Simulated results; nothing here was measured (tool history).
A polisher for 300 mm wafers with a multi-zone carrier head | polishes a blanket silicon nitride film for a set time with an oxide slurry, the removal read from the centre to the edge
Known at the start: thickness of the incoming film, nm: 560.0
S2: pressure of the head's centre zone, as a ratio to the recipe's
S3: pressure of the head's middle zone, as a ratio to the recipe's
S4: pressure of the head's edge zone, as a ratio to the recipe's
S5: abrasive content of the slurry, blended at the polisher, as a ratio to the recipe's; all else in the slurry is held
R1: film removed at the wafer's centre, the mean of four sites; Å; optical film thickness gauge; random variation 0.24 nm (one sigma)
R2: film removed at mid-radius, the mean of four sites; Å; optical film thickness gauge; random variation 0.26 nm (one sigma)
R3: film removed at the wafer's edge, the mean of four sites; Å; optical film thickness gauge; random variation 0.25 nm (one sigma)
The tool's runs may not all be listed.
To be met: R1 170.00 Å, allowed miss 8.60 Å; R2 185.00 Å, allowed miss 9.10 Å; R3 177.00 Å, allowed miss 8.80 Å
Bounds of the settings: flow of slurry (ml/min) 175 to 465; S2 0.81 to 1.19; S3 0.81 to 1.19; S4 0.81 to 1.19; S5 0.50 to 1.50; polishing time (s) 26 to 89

run 1 hour=0.0 | flow_of_slurry_(ml/min)=295 S2=1.00 S3=1.00 S4=1.00 S5=1.00 polishing_time_(s)=57 | R1=245.97 R2=244.83 R3=251.15
run 2 hour=6.4 | flow_of_slurry_(ml/min)=295 S2=1.00 S3=1.03 S4=1.00 S5=1.00 polishing_time_(s)=57 | R1=244.19 R2=253.92 R3=242.88
run 3 hour=15.4 | flow_of_slurry_(ml/min)=295 S2=0.98 S3=1.03 S4=0.99 S5=0.85 polishing_time_(s)=56 | R1=205.32 R2=216.42 R3=212.86
run 4 hour=22.9 | flow_of_slurry_(ml/min)=330 S2=0.98 S3=1.03 S4=0.99 S5=0.85 polishing_time_(s)=56 | R1=202.45 R2=217.16 R3=214.15
run 5 hour=31.5 | flow_of_slurry_(ml/min)=325 S2=0.98 S3=1.03 S4=0.96 S5=0.80 polishing_time_(s)=56 | R1=195.61 R2=205.78 R3=200.36
run 6 hour=32.7 | flow_of_slurry_(ml/min)=325 S2=0.98 S3=1.03 S4=1.01 S5=0.80 polishing_time_(s)=56 | R1=198.56 R2=205.82 R3=211.40
run 7 hour=37.7 | flow_of_slurry_(ml/min)=320 S2=0.97 S3=1.03 S4=0.98 S5=0.75 polishing_time_(s)=56 | R1=186.44 R2=195.69 R3=188.04
run 8 hour=44.8 | flow_of_slurry_(ml/min)=320 S2=0.95 S3=1.02 S4=0.98 S5=0.75 polishing_time_(s)=56 | R1=181.80 R2=190.78 R3=189.22

5 next moves are on the table. One of them brings every result within its allowed miss. Which?
run A hour=51.9 | flow_of_slurry_(ml/min)=265 S2=1.08 S3=1.05 S4=0.98 S5=0.70 polishing_time_(s)=58 | R1=? R2=? R3=?
run B hour=51.9 | flow_of_slurry_(ml/min)=275 S2=1.14 S3=0.93 S4=0.82 S5=0.65 polishing_time_(s)=62 | R1=? R2=? R3=?
run C hour=51.9 | flow_of_slurry_(ml/min)=330 S2=0.92 S3=1.00 S4=0.89 S5=0.70 polishing_time_(s)=59 | R1=? R2=? R3=?
run D hour=51.9 | flow_of_slurry_(ml/min)=245 S2=1.00 S3=1.08 S4=0.84 S5=0.70 polishing_time_(s)=55 | R1=? R2=? R3=?
run E hour=51.9 | flow_of_slurry_(ml/min)=215 S2=0.99 S3=0.95 S4=0.81 S5=0.90 polishing_time_(s)=44 | R1=? R2=? R3=?

move=A R1=193.34 R2=187.06 R3=182.29
move=B R1=199.67 R2=165.24 R3=165.51
move=C R1=169.98 R2=185.43 R3=179.93
move=D R1=168.68 R2=180.82 R3=161.08
move=E R1=167.77 R2=163.32 R3=160.40
A: brings the result that was furthest off to its target, and leaves another outside
B: takes the result that was furthest off past its target
C: meets every target
D: takes the result that was furthest off past its target
E: takes the result that was furthest off past its target
Move C is the one to make.
